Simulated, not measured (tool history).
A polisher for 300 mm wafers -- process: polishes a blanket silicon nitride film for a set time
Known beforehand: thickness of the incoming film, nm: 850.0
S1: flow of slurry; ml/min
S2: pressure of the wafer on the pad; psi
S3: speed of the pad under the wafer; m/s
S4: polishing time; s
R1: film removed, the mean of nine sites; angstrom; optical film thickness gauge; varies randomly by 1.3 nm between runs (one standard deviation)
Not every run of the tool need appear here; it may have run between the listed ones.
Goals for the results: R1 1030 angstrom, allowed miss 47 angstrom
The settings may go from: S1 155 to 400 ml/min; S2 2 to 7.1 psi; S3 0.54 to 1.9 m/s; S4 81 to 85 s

run,hour,S1,S2,S3,S4,R1
1,0,255,4.5,1.22,81,1765.4
2,4.1,255,4,1.2,81,1545.3
3,7,310,4,1.2,81,1623.6
4,13.7,310,4,1.02,81,1364.2
5,19.8,310,3.8,1.02,81,1311.1
6,26.8,310,3.6,1.02,81,1240.1
7,34.3,310,3.5,1.02,81,1207.7
8,42.1,305,3.4,1.02,81,1208.1
9,50.8,305,3.2,1.02,81,1104.6

Below are 5 possible settings for the next run. Only one of them brings all results inside the allowed miss of their targets. Which is it?
A,59.5,315,3.2,1.02,85,?
B,59.5,310,3,1.1,85,?
C,59.5,260,2.7,1.3,81,?
D,59.5,180,3.8,0.98,81,?
E,59.5,350,2.7,1.06,83,?

move,R1
A,1208.9
B,1205.9
C,1172.1
D,1256.6
E,1042.7
A: further off than the last run
B: further off than the last run
C: further off than the last run
D: further off than the last run
E: every result within its allowed miss
Move E is the one to make.

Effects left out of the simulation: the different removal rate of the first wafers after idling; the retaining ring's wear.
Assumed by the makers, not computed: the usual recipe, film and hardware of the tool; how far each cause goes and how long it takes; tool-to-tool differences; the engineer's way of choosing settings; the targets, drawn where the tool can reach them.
